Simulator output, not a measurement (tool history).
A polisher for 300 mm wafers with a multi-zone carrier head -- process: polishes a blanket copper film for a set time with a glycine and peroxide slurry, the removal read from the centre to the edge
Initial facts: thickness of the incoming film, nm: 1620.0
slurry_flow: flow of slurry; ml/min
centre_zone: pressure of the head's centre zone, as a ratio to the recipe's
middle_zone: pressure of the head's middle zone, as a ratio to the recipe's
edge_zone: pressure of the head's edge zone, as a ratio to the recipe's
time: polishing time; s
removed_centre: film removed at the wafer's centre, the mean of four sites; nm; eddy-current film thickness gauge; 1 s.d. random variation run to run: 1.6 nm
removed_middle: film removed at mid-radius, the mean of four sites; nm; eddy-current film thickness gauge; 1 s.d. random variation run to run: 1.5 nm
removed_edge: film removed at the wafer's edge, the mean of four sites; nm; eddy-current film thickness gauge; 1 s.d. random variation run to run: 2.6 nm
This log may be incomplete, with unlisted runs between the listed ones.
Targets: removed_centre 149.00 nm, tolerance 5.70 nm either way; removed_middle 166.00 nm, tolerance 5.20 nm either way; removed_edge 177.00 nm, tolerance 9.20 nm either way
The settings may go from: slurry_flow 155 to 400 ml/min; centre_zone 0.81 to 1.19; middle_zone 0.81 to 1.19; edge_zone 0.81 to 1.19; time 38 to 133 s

run 1 hour=0.0 | slurry_flow=255 centre_zone=1.00 middle_zone=1.00 edge_zone=1.00 time=85 | removed_centre=283.49 removed_middle=297.16 removed_edge=294.04
run 2 hour=7.2 | slurry_flow=250 centre_zone=0.96 middle_zone=0.97 edge_zone=0.98 time=76 | removed_centre=245.75 removed_middle=262.64 removed_edge=253.81
run 3 hour=10.4 | slurry_flow=250 centre_zone=0.96 middle_zone=0.97 edge_zone=1.05 time=76 | removed_centre=245.76 removed_middle=260.17 removed_edge=268.32
run 4 hour=15.1 | slurry_flow=250 centre_zone=0.96 middle_zone=0.97 edge_zone=1.13 time=76 | removed_centre=239.50 removed_middle=260.58 removed_edge=276.57
run 5 hour=22.4 | slurry_flow=245 centre_zone=0.93 middle_zone=0.95 edge_zone=1.11 time=69 | removed_centre=218.92 removed_middle=232.52 removed_edge=247.18
run 6 hour=26.2 | slurry_flow=245 centre_zone=0.93 middle_zone=0.95 edge_zone=1.05 time=69 | removed_centre=211.69 removed_middle=232.80 removed_edge=240.27
run 7 hour=29.3 | slurry_flow=240 centre_zone=0.91 middle_zone=0.92 edge_zone=1.03 time=65 | removed_centre=198.26 removed_middle=209.68 removed_edge=218.52
run 8 hour=36.1 | slurry_flow=230 centre_zone=0.89 middle_zone=0.91 edge_zone=1.03 time=62 | removed_centre=182.11 removed_middle=201.58 removed_edge=213.07
run 9 hour=43.5 | slurry_flow=230 centre_zone=0.88 middle_zone=0.89 edge_zone=1.01 time=60 | removed_centre=176.03 removed_middle=191.62 removed_edge=208.63
run 10 hour=48.6 | slurry_flow=220 centre_zone=0.85 middle_zone=0.89 edge_zone=0.91 time=47 | removed_centre=134.69 removed_middle=146.09 removed_edge=149.45
run 11 hour=55.2 | slurry_flow=235 centre_zone=0.85 middle_zone=0.90 edge_zone=0.94 time=47 | removed_centre=133.75 removed_middle=153.47 removed_edge=153.38
run 12 hour=62.6 | slurry_flow=240 centre_zone=0.86 middle_zone=0.90 edge_zone=0.97 time=47 | removed_centre=138.08 removed_middle=150.62 removed_edge=156.20
run 13 hour=70.5 | slurry_flow=235 centre_zone=0.86 middle_zone=0.91 edge_zone=1.00 time=47 | removed_centre=135.44 removed_middle=151.71 removed_edge=157.88

Consider the 5 candidate settings below. Which is the only one whose results all fall within their allowed miss of target?
run A hour=78.4 | slurry_flow=260 centre_zone=1.07 middle_zone=0.91 edge_zone=0.92 time=43 | removed_centre=? removed_middle=? removed_edge=?
run B hour=78.4 | slurry_flow=240 centre_zone=0.83 middle_zone=0.99 edge_zone=1.01 time=41 | removed_centre=? removed_middle=? removed_edge=?
run C hour=78.4 | slurry_flow=330 centre_zone=0.94 middle_zone=1.00 edge_zone=0.90 time=46 | removed_centre=? removed_middle=? removed_edge=?
run D hour=78.4 | slurry_flow=295 centre_zone=0.96 middle_zone=1.02 edge_zone=0.93 time=49 | removed_centre=? removed_middle=? removed_edge=?
run E hour=78.4 | slurry_flow=155 centre_zone=0.87 middle_zone=0.91 edge_zone=0.99 time=53 | removed_centre=? removed_middle=? removed_edge=?

move=A removed_centre=152.04 removed_middle=142.61 removed_edge=142.15
move=B removed_centre=113.34 removed_middle=145.09 removed_edge=140.81
move=C removed_centre=146.97 removed_middle=168.31 removed_edge=152.49
move=D removed_centre=158.24 removed_middle=180.75 removed_edge=163.81
move=E removed_centre=146.32 removed_middle=167.86 removed_edge=175.15
A: its largest miss is bigger than the last run's
B: its largest miss is bigger than the last run's
C: the furthest-off result lands on target, but another misses its tolerance
D: takes the result that was furthest off past its target
E: every result lands within tolerance
So the answer is move E, the one that meets all the targets.
